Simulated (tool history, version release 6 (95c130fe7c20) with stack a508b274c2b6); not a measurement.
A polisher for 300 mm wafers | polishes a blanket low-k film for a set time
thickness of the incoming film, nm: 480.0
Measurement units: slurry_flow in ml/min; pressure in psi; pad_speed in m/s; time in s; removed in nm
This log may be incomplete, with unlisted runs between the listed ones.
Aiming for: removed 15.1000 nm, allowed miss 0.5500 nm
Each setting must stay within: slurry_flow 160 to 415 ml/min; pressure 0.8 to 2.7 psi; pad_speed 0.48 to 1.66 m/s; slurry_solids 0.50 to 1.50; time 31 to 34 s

run 1 hour=0.0 | slurry_flow=265 pressure=1.7 pad_speed=1.06 slurry_solids=1.00 time=34 | removed=9.5037
run 2 hour=2.5 | slurry_flow=265 pressure=1.8 pad_speed=1.06 slurry_solids=1.00 time=34 | removed=9.9859
run 3 hour=7.9 | slurry_flow=265 pressure=1.8 pad_speed=1.30 slurry_solids=1.00 time=34 | removed=11.5580
run 4 hour=11.7 | slurry_flow=265 pressure=1.8 pad_speed=1.46 slurry_solids=1.00 time=34 | removed=12.8430
run 5 hour=15.8 | slurry_flow=265 pressure=2.0 pad_speed=1.46 slurry_solids=1.00 time=34 | removed=14.1380
run 6 hour=22.9 | slurry_flow=265 pressure=2.0 pad_speed=1.34 slurry_solids=1.00 time=34 | removed=13.2570
run 7 hour=31.5 | slurry_flow=265 pressure=2.1 pad_speed=1.34 slurry_solids=1.00 time=34 | removed=13.8150
run 8 hour=35.3 | slurry_flow=265 pressure=2.2 pad_speed=1.34 slurry_solids=1.00 time=34 | removed=14.3250

Pick the move, out of 5, that brings all results within their allowed miss; only one does.
run A hour=39.1 | slurry_flow=320 pressure=2.3 pad_speed=1.10 slurry_solids=1.20 time=32 | removed=?
run B hour=39.1 | slurry_flow=260 pressure=2.2 pad_speed=1.38 slurry_solids=1.05 time=31 | removed=?
run C hour=39.1 | slurry_flow=260 pressure=2.2 pad_speed=1.30 slurry_solids=0.95 time=33 | removed=?
run D hour=39.1 | slurry_flow=225 pressure=2.2 pad_speed=1.38 slurry_solids=0.95 time=32 | removed=?
run E hour=39.1 | slurry_flow=265 pressure=2.3 pad_speed=1.34 slurry_solids=1.10 time=33 | removed=?

move=A removed=13.2540
move=B removed=13.7400
move=C removed=13.5130
move=D removed=13.4770
move=E removed=15.1730
A: further off than the last run
B: further off than the last run
C: further off than the last run
D: further off than the last run
E: every result within its allowed miss
The move that meets every target is E.
